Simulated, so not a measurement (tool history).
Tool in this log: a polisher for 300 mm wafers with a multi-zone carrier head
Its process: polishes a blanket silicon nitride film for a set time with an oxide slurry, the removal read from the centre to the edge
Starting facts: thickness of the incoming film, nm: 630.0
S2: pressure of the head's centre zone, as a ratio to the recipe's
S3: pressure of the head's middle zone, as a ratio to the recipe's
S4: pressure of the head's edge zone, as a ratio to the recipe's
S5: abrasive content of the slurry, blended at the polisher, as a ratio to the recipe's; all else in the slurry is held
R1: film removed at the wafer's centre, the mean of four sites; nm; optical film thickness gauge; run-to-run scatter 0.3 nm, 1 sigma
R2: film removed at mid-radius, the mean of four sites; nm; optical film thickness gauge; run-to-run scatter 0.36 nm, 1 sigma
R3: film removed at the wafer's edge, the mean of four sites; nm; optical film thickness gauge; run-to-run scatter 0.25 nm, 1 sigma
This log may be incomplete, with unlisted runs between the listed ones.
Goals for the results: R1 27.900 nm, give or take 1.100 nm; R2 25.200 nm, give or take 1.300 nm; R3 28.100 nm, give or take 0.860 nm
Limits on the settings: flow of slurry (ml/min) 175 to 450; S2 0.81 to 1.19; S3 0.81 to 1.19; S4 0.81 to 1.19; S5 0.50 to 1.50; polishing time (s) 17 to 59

Run 1, hour 0.0: flow of slurry (ml/min) 290, S2 1.00, S3 1.00, S4 1.00, S5 1.00, polishing time (s) 38. Result: R1 20.892 nm, R2 20.864 nm, R3 22.500 nm.
Run 2, hour 2.3: flow of slurry (ml/min) 290, S2 1.02, S3 1.01, S4 1.02, S5 1.05, polishing time (s) 38. Result: R1 21.546 nm, R2 22.297 nm, R3 22.714 nm.
Run 3, hour 11.1: flow of slurry (ml/min) 290, S2 1.02, S3 1.01, S4 0.97, S5 1.05, polishing time (s) 38. Result: R1 21.530 nm, R2 21.656 nm, R3 22.293 nm.
Run 4, hour 17.9: flow of slurry (ml/min) 290, S2 1.02, S3 1.01, S4 0.97, S5 1.05, polishing time (s) 41. Result: R1 23.845 nm, R2 23.105 nm, R3 23.849 nm.
Run 5, hour 20.7: flow of slurry (ml/min) 290, S2 1.03, S3 0.99, S4 0.99, S5 1.10, polishing time (s) 41. Result: R1 23.890 nm, R2 23.361 nm, R3 24.996 nm.
Run 6, hour 24.9: flow of slurry (ml/min) 290, S2 1.03, S3 0.99, S4 0.99, S5 1.10, polishing time (s) 38. Result: R1 22.566 nm, R2 21.970 nm, R3 23.013 nm.
Run 7, hour 30.3: flow of slurry (ml/min) 290, S2 1.04, S3 0.98, S4 1.01, S5 1.15, polishing time (s) 38. Result: R1 23.054 nm, R2 22.331 nm, R3 23.564 nm.
Run 8, hour 36.4: flow of slurry (ml/min) 290, S2 1.05, S3 0.97, S4 1.03, S5 1.20, polishing time (s) 38. Result: R1 24.185 nm, R2 22.091 nm, R3 24.284 nm.
Run 9, hour 39.4: flow of slurry (ml/min) 290, S2 1.05, S3 0.97, S4 1.05, S5 1.25, polishing time (s) 38. Result: R1 24.178 nm, R2 22.585 nm, R3 24.601 nm.
Run 10, hour 47.1: flow of slurry (ml/min) 290, S2 1.05, S3 0.97, S4 1.06, S5 1.30, polishing time (s) 38. Result: R1 24.396 nm, R2 22.538 nm, R3 25.446 nm.
Run 11, hour 50.9: flow of slurry (ml/min) 295, S2 1.06, S3 0.98, S4 1.07, S5 1.35, polishing time (s) 38. Result: R1 25.550 nm, R2 23.579 nm, R3 25.761 nm.
At hour 54.7: slurry nozzle cleaned.
Run 12, hour 54.7: flow of slurry (ml/min) 295, S2 1.06, S3 0.98, S4 1.07, S5 1.35, polishing time (s) 38. Result: R1 26.004 nm, R2 24.068 nm, R3 26.562 nm.
Run 13, hour 60.8: flow of slurry (ml/min) 305, S2 1.06, S3 0.98, S4 1.08, S5 1.35, polishing time (s) 38. Result: R1 26.231 nm, R2 24.657 nm, R3 26.332 nm.
Run 14, hour 62.8: flow of slurry (ml/min) 305, S2 1.06, S3 0.98, S4 1.08, S5 1.35, polishing time (s) 38. Result: R1 26.134 nm, R2 23.909 nm, R3 26.542 nm.
Run 15, hour 66.4: flow of slurry (ml/min) 315, S2 1.06, S3 0.98, S4 1.09, S5 1.35, polishing time (s) 38. Result: R1 26.262 nm, R2 24.598 nm, R3 26.454 nm.
Run 16, hour 74.1: flow of slurry (ml/min) 315, S2 1.06, S3 0.98, S4 1.10, S5 1.35, polishing time (s) 38. Result: R1 26.236 nm, R2 24.408 nm, R3 26.970 nm.

Next run, 5 choices. One meets every target within its allowed miss, the rest don't. Which?
Run A, hour 81.8: flow of slurry (ml/min) 295, S2 1.06, S3 0.96, S4 1.06, S5 1.30, polishing time (s) 41. Result: R1 ?, R2 ?, R3 ?.
Run B, hour 81.8: flow of slurry (ml/min) 290, S2 0.97, S3 0.96, S4 1.15, S5 1.30, polishing time (s) 39. Result: R1 ?, R2 ?, R3 ?.
Run C, hour 81.8: flow of slurry (ml/min) 275, S2 1.12, S3 0.83, S4 1.15, S5 1.35, polishing time (s) 39. Result: R1 ?, R2 ?, R3 ?.
Run D, hour 81.8: flow of slurry (ml/min) 360, S2 1.15, S3 1.00, S4 1.04, S5 1.30, polishing time (s) 38. Result: R1 ?, R2 ?, R3 ?.
Run E, hour 81.8: flow of slurry (ml/min) 305, S2 0.96, S3 1.03, S4 1.08, S5 1.15, polishing time (s) 40. Result: R1 ?, R2 ?, R3 ?.

move      R1      R2      R3
   A  27.723  25.425  28.123
   B  24.066  24.148  27.840
   C  28.003  21.566  28.161
   D  28.496  24.847  26.186
   E  23.421  25.177  26.430
A: meets every target
B: further off than the last run
C: the furthest-off result lands on target, but another misses its tolerance
D: the furthest-off result lands on target, but another misses its tolerance
E: further off than the last run
Correct choice: A, which meets every target

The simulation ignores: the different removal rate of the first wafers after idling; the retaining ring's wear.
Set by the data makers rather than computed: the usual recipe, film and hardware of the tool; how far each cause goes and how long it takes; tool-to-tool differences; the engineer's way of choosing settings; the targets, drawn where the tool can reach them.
